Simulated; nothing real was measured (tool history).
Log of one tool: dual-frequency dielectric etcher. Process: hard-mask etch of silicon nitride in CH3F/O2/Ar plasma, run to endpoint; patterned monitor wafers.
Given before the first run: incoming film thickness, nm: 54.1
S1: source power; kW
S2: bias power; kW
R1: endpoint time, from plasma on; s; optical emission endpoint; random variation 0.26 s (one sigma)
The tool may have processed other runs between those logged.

run	day	S1	S2	R1
1	0	0.37	0.08	70.754
2	0.204	0.37	0.068	74.848
3	0.358	0.43	0.068	71.409
4	0.646	0.43	0.074	69.62
5	0.779	0.39	0.072	71.933
6	1.092	0.44	0.072	69.934
7	1.225	0.44	0.072	69.467

Run 8 has not been measured yet. What should we expect?
8	1.429	0.4	0.07	?

{"run 8": {"R1": 72.524}}

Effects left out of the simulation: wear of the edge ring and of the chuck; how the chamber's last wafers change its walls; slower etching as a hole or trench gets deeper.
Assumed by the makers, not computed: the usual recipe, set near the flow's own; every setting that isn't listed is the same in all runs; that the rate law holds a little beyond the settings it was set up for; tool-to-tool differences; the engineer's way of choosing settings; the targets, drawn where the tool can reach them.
